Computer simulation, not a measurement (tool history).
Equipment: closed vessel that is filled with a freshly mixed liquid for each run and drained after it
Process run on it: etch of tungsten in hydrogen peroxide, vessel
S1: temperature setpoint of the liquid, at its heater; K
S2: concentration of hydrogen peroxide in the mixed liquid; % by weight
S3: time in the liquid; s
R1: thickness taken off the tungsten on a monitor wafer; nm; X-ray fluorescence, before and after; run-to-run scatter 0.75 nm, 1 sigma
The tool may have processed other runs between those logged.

| run | hour | S1 | S2 | S3 | R1 |
|---|---|---|---|---|---|
| 1 | 0 | 322.15 | 19.5 | 95 | 154.02 |
| 2 | 2.4 | 323.15 | 19.5 | 95 | 162.41 |
| 3 | 7.1 | 323.15 | 16.5 | 95 | 149.74 |
| 4 | 12.3 | 318.15 | 16.5 | 95 | 109.85 |
| 5 | 18.6 | 320.65 | 16.5 | 95 | 128.6 |
| 6 | 19.8 | 322.15 | 16.5 | 95 | 141.54 |
| 7 | 26.2 | 322.15 | 16.5 | 95 | 140.37 |
| 8 | 27.2 | 323.65 | 16.5 | 95 | 154.5 |

Forecast run 9:
| 9 | 28.3 | 324.65 | 16.5 | 95 | ? |

R1: 163.8 nm
